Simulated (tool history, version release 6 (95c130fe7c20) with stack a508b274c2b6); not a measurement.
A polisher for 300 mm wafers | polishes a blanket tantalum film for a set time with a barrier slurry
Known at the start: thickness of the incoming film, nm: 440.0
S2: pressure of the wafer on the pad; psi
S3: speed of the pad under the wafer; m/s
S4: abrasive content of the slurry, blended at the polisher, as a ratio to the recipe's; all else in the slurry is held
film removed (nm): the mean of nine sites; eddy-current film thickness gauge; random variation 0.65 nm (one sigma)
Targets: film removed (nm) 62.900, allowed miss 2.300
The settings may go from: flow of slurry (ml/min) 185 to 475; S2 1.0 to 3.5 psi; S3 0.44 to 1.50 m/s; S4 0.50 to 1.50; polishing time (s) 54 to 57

{"run": 1, "hour": 0.0, "flow of slurry (ml/min)": 305, "S2": 2.2, "S3": 0.96, "S4": 1.0, "polishing time (s)": 54, "film removed (nm)": 104.17}
{"run": 2, "hour": 6.2, "flow of slurry (ml/min)": 305, "S2": 2.0, "S3": 0.96, "S4": 1.0, "polishing time (s)": 54, "film removed (nm)": 97.182}
{"run": 3, "hour": 7.4, "flow of slurry (ml/min)": 305, "S2": 1.8, "S3": 0.96, "S4": 1.0, "polishing time (s)": 54, "film removed (nm)": 87.765}
{"run": 4, "hour": 13.1, "flow of slurry (ml/min)": 305, "S2": 1.7, "S3": 0.96, "S4": 1.0, "polishing time (s)": 54, "film removed (nm)": 81.161}
{"run": 5, "hour": 15.4, "flow of slurry (ml/min)": 305, "S2": 2.2, "S3": 0.96, "S4": 1.0, "polishing time (s)": 54, "film removed (nm)": 107.6}
{"run": 6, "hour": 21.7, "flow of slurry (ml/min)": 305, "S2": 2.0, "S3": 0.96, "S4": 1.0, "polishing time (s)": 54, "film removed (nm)": 96.226}
{"run": 7, "hour": 23.5, "flow of slurry (ml/min)": 305, "S2": 1.8, "S3": 0.96, "S4": 1.0, "polishing time (s)": 54, "film removed (nm)": 87.148}
{"run": 8, "hour": 29.4, "flow of slurry (ml/min)": 305, "S2": 1.7, "S3": 0.96, "S4": 1.0, "polishing time (s)": 54, "film removed (nm)": 81.578}
{"run": 9, "hour": 32.5, "flow of slurry (ml/min)": 305, "S2": 1.6, "S3": 0.96, "S4": 1.0, "polishing time (s)": 54, "film removed (nm)": 77.171}
{"run": 10, "hour": 36.4, "flow of slurry (ml/min)": 305, "S2": 1.5, "S3": 0.96, "S4": 1.0, "polishing time (s)": 54, "film removed (nm)": 72.754}

4 next moves are on the table. One of them brings every result within its allowed miss. Which?
{"run": "A", "hour": 40.3, "flow of slurry (ml/min)": 415, "S2": 1.5, "S3": 1.16, "S4": 1.05, "polishing time (s)": 54, "film removed (nm)": "?"}
{"run": "B", "hour": 40.3, "flow of slurry (ml/min)": 300, "S2": 2.4, "S3": 0.72, "S4": 0.85, "polishing time (s)": 57, "film removed (nm)": "?"}
{"run": "C", "hour": 40.3, "flow of slurry (ml/min)": 255, "S2": 2.2, "S3": 0.78, "S4": 1.1, "polishing time (s)": 56, "film removed (nm)": "?"}
{"run": "D", "hour": 40.3, "flow of slurry (ml/min)": 435, "S2": 2.1, "S3": 0.56, "S4": 1.1, "polishing time (s)": 54, "film removed (nm)": "?"}

move=A film_removed_(nm)=90.419
move=B film_removed_(nm)=86.621
move=C film_removed_(nm)=89.673
move=D film_removed_(nm)=62.949
A: further off than the last run
B: further off than the last run
C: further off than the last run
D: meets every target
The right move is D.
